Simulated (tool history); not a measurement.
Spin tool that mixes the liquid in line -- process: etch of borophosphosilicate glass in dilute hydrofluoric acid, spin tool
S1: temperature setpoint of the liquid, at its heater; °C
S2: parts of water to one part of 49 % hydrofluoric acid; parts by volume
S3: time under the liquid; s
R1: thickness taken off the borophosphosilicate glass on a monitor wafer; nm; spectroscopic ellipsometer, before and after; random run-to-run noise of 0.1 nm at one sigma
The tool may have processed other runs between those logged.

run	day	S1	S2	S3	R1
1	0.000	23.0	110	55	20.250
2	0.096	23.0	110	60	21.993
3	0.342	24.0	110	60	22.894
4	0.538	24.0	140	60	17.569
5	0.662	25.0	135	60	18.886
6	0.912	25.0	170	60	14.458
7	1.100	29.0	125	60	23.983

Estimate the outcome of run 8 from the log above:
8	1.396	29.5	125	60	?

Run 8 yielded R1 24.375 nm.

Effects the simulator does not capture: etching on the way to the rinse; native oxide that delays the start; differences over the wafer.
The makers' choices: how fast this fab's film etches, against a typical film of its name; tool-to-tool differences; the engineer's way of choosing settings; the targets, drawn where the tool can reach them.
